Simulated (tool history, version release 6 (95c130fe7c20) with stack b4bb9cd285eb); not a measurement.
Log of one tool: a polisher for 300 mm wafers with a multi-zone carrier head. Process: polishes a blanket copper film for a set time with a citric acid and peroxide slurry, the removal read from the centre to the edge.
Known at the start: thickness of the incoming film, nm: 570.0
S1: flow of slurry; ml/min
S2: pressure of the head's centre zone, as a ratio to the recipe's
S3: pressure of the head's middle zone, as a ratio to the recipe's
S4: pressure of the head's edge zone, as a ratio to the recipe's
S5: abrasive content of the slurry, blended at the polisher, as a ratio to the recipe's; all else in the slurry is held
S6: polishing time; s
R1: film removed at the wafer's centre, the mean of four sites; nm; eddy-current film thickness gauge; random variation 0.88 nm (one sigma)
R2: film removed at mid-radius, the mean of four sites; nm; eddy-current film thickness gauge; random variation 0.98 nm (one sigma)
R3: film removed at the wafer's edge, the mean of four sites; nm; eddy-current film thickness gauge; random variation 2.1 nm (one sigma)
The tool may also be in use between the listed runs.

run  hour   S1    S2    S3    S4    S5  S6      R1      R2      R3
  1     0  185     1     1     1     1  76  146.33  147.29  152.85
  2   5.7  185     1     1  1.07     1  76  148.64  146.24  154.12
  3  10.6  185     1  1.05  1.07     1  76  146.67  151.48  154.41
  4  17.8  180  0.99  1.05  1.08  1.05  76  144.64  151.42  156.85
  5  20.6  145  0.99  1.05  1.08  1.05  76  135.63   141.5  151.24
  6  24.4  145  0.99  1.05  1.08  1.05  88  157.04  164.79  173.84
  7  26.1  115  0.91     1     1  0.95  88  126.96   140.5  154.09
  8  33.2  125  0.91     1     1  0.95  88  132.29  147.47  156.45
  9  33.7  150  0.93  0.98  1.03  0.95  88  146.97  152.96  170.33
 10  41.8  150  0.93  0.98  1.02  0.95  88  147.25  154.36  169.05
 11  45.1  120  0.91  0.99  0.98   0.9  88  128.34  143.67   152.9
 12  46.6  125  0.91  0.99  0.98   0.9  88  131.62  145.32  152.05
 13  54.4  125  0.91  0.99  0.98   0.9  88  130.63  144.53   153.8

The next listed run, before its measurement:
       63  -- slurry nozzle cleaned
 14    63  175  0.93   1  1.02  0.9  88   ?   ?   ?

Run 14 gave R1 174.9 nm, R2 184.1 nm, R3 185.03 nm.
